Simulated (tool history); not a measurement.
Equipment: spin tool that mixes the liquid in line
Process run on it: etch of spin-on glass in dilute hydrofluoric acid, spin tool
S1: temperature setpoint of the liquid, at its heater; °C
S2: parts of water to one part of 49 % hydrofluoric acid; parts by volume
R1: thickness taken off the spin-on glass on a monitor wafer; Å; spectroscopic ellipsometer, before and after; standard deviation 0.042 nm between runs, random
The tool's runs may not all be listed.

{"run": 1, "hour": 0.0, "S1": 25, "S2": 240, "time under the liquid (s)": 50, "R1": 91.386}
{"run": 2, "hour": 5.4, "S1": 24, "S2": 245, "time under the liquid (s)": 50, "R1": 84.371}
{"run": 3, "hour": 9.8, "S1": 24, "S2": 245, "time under the liquid (s)": 50, "R1": 86.06}
{"run": 4, "hour": 14.6, "S1": 26, "S2": 245, "time under the liquid (s)": 50, "R1": 91.769}
{"run": 5, "hour": 15.9, "S1": 29.5, "S2": 245, "time under the liquid (s)": 50, "R1": 103.43}
{"run": 6, "hour": 16.7, "S1": 29.5, "S2": 245, "time under the liquid (s)": 50, "R1": 103.49}
{"hour": 21.5, "done": "thermometer replaced"}
{"run": 7, "hour": 21.5, "S1": 28, "S2": 250, "time under the liquid (s)": 50, "R1": 101.4}
{"run": 8, "hour": 29.8, "S1": 28, "S2": 250, "time under the liquid (s)": 50, "R1": 101.12}
{"run": 9, "hour": 37.2, "S1": 26.5, "S2": 250, "time under the liquid (s)": 50, "R1": 95.814}
{"run": 10, "hour": 45.2, "S1": 25.5, "S2": 255, "time under the liquid (s)": 50, "R1": 91.707}

Run 11 is up next; what results do you expect?
{"run": 11, "hour": 53.9, "S1": 24.5, "S2": 265, "time under the liquid (s)": 50, "R1": "?"}

Run 11 came out at R1 83.018 Å.
